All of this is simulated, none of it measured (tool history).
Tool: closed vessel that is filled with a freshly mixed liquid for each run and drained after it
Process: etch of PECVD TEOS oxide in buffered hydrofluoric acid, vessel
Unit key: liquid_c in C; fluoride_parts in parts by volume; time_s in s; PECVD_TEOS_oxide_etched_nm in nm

{"run": 1, "hour": 0.0, "liquid_c": 20.0, "fluoride_parts": 8.0, "time_s": 105, "PECVD_TEOS_oxide_etched_nm": 123.4}
{"run": 2, "hour": 5.5, "liquid_c": 20.0, "fluoride_parts": 7.0, "time_s": 105, "PECVD_TEOS_oxide_etched_nm": 143.19}
{"run": 3, "hour": 10.0, "liquid_c": 20.0, "fluoride_parts": 5.0, "time_s": 105, "PECVD_TEOS_oxide_etched_nm": 189.92}
{"run": 4, "hour": 14.7, "liquid_c": 20.0, "fluoride_parts": 5.0, "time_s": 110, "PECVD_TEOS_oxide_etched_nm": 200.01}
{"run": 5, "hour": 23.2, "liquid_c": 19.5, "fluoride_parts": 6.0, "time_s": 110, "PECVD_TEOS_oxide_etched_nm": 166.45}
{"run": 6, "hour": 27.8, "liquid_c": 22.0, "fluoride_parts": 6.0, "time_s": 110, "PECVD_TEOS_oxide_etched_nm": 191.11}
{"run": 7, "hour": 29.5, "liquid_c": 21.0, "fluoride_parts": 7.0, "time_s": 110, "PECVD_TEOS_oxide_etched_nm": 158.73}

Run 8 comes next. What will it give?
{"run": 8, "hour": 38.0, "liquid_c": 20.0, "fluoride_parts": 7.5, "time_s": 110, "PECVD_TEOS_oxide_etched_nm": "?"}

PECVD_TEOS_oxide_etched_nm: 138.56 nm
